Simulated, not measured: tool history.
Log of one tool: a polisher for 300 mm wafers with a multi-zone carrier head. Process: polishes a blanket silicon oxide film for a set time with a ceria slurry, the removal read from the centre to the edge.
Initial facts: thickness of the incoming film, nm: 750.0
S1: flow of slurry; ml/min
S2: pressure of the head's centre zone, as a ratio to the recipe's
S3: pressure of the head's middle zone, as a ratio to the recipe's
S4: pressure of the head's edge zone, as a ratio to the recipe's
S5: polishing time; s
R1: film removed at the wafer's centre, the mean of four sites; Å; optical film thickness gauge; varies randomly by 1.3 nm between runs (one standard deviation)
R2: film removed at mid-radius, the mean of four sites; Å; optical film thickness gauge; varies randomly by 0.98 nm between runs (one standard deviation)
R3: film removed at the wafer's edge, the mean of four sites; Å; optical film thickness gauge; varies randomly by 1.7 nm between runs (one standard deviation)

run  hour   S1    S2    S3    S4  S5      R1      R2      R3
  1     0  190     1     1     1  56    2282  2335.1  2258.3
  2   4.8  185     1  0.99  0.98  53  2209.9  2170.8  2086.3
  3   6.7  180  0.98  0.98  0.97  50  1996.6  2051.2  1965.9
  4  13.1  180  0.98  0.94  0.97  50  1994.7  1947.9  2025.8
  5  17.3  180  0.98  0.94  0.92  50  2063.7  1937.7    1896
  6  25.7  180  1.02  0.94  0.92  50  2087.7  1938.3  1960.2
  7  31.4  175     1  0.93  0.91  48  1996.7  1836.5  1859.6
  8    33  175  0.99  0.92   0.9  46  1854.3  1752.4  1787.6

Expected results for the next run?
  9  41.6  140   1  0.89  0.81  30   ?   ?   ?

{"run 9": {"R1": 1151.2, "R2": 1068.7, "R3": 1061.9}}
